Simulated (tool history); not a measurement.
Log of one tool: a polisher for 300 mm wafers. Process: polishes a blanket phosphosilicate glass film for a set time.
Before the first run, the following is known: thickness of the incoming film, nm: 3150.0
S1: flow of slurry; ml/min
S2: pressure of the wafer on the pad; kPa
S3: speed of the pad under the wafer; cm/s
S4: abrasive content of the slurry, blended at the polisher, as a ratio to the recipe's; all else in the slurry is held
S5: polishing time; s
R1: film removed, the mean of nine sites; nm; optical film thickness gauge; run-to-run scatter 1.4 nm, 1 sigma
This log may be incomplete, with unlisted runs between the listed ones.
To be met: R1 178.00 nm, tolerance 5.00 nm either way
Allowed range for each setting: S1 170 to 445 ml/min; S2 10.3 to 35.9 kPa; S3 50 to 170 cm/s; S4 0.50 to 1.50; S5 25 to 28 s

{"run": 1, "hour": 0.0, "S1": 285, "S2": 22.8, "S3": 110, "S4": 1.0, "S5": 28, "R1": 266.44}
{"run": 2, "hour": 1.3, "S1": 285, "S2": 22.8, "S3": 110, "S4": 0.8, "S5": 28, "R1": 245.48}
{"run": 3, "hour": 2.9, "S1": 285, "S2": 21.4, "S3": 110, "S4": 0.8, "S5": 28, "R1": 235.47}
{"run": 4, "hour": 9.8, "S1": 285, "S2": 20.0, "S3": 110, "S4": 0.8, "S5": 28, "R1": 224.27}
{"run": 5, "hour": 15.9, "S1": 285, "S2": 20.0, "S3": 110, "S4": 0.8, "S5": 25, "R1": 202.63}
{"run": 6, "hour": 18.4, "S1": 285, "S2": 19.3, "S3": 110, "S4": 0.8, "S5": 25, "R1": 199.19}
{"run": 7, "hour": 23.8, "S1": 285, "S2": 19.3, "S3": 110, "S4": 0.8, "S5": 25, "R1": 199.68}
{"run": 8, "hour": 32.2, "S1": 285, "S2": 18.6, "S3": 110, "S4": 0.8, "S5": 25, "R1": 192.93}
{"run": 9, "hour": 35.4, "S1": 285, "S2": 17.9, "S3": 110, "S4": 0.8, "S5": 25, "R1": 188.71}

Which of these 4 next moves meets every target?
{"run": "A", "hour": 38.6, "S1": 250, "S2": 17.9, "S3": 100, "S4": 0.65, "S5": 28, "R1": "?"}
{"run": "B", "hour": 38.6, "S1": 330, "S2": 18.6, "S3": 102, "S4": 0.95, "S5": 25, "R1": "?"}
{"run": "C", "hour": 38.6, "S1": 185, "S2": 12.4, "S3": 138, "S4": 0.75, "S5": 25, "R1": "?"}
{"run": "D", "hour": 38.6, "S1": 245, "S2": 19.3, "S3": 116, "S4": 0.65, "S5": 27, "R1": "?"}

move=A R1=179.37
move=B R1=199.03
move=C R1=169.52
move=D R1=203.66
A: every result within its allowed miss
B: the biggest miss grows against the last run
C: takes the biggest miss from the last run beyond its target
D: the biggest miss grows against the last run
The move that meets every target is A.
